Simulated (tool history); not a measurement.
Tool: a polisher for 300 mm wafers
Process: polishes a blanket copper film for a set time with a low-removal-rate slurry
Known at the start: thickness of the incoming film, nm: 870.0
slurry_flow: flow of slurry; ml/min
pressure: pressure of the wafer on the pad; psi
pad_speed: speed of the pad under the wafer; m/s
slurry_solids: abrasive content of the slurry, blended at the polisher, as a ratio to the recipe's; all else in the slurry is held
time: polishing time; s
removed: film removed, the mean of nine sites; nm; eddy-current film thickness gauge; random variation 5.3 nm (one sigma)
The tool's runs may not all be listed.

run 1 hour=0.0 | slurry_flow=155 pressure=3.3 pad_speed=1.38 slurry_solids=1.0 time=50 | removed=277.67
run 2 hour=2.2 | slurry_flow=155 pressure=3.3 pad_speed=1.38 slurry_solids=1.0 time=46 | removed=257.95
run 3 hour=4.9 | slurry_flow=155 pressure=3.3 pad_speed=1.38 slurry_solids=0.8 time=46 | removed=238.59
run 4 hour=10.2 | slurry_flow=155 pressure=3.7 pad_speed=1.40 slurry_solids=0.8 time=46 | removed=263.82
run 5 hour=11.3 | slurry_flow=155 pressure=4.1 pad_speed=1.42 slurry_solids=0.8 time=46 | removed=298.32
run 6 hour=13.6 | slurry_flow=155 pressure=4.3 pad_speed=1.42 slurry_solids=0.8 time=46 | removed=314.28
run 7 hour=16.8 | slurry_flow=155 pressure=4.3 pad_speed=1.42 slurry_solids=0.8 time=46 | removed=317.24

The next listed run, before its measurement:
run 8 hour=20.8 | slurry_flow=155 pressure=4.5 pad_speed=1.42 slurry_solids=0.8 time=46 | removed=?

Run 8 gave removed 328.66 nm.

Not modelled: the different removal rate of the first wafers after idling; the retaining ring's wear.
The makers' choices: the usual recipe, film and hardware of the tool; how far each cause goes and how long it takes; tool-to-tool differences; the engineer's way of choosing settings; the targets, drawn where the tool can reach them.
